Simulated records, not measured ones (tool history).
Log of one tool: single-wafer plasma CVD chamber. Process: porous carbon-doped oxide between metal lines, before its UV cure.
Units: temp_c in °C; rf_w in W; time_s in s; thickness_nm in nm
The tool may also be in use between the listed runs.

{"run": 1, "hour": 0.0, "temp_c": 285, "rf_w": 410, "time_s": 20.8, "thickness_nm": 97.827}
{"run": 2, "hour": 1.6, "temp_c": 277, "rf_w": 410, "time_s": 20.8, "thickness_nm": 103.2}
{"run": 3, "hour": 3.0, "temp_c": 287, "rf_w": 410, "time_s": 20.8, "thickness_nm": 96.211}
{"run": 4, "hour": 5.9, "temp_c": 281, "rf_w": 415, "time_s": 20.8, "thickness_nm": 101.39}
{"run": 5, "hour": 6.4, "temp_c": 281, "rf_w": 360, "time_s": 20.8, "thickness_nm": 88.177}
{"run": 6, "hour": 14.5, "temp_c": 274, "rf_w": 360, "time_s": 20.8, "thickness_nm": 92.182}
{"run": 7, "hour": 22.5, "temp_c": 271, "rf_w": 380, "time_s": 20.8, "thickness_nm": 99.464}
{"run": 8, "hour": 30.0, "temp_c": 269, "rf_w": 390, "time_s": 20.8, "thickness_nm": 103.7}
{"run": 9, "hour": 30.9, "temp_c": 267, "rf_w": 395, "time_s": 20.8, "thickness_nm": 105.83}

What does the tool deliver on the next run?
{"run": 10, "hour": 36.5, "temp_c": 266, "rf_w": 400, "time_s": 20.8, "thickness_nm": "?"}

thickness_nm: 108.12 nm
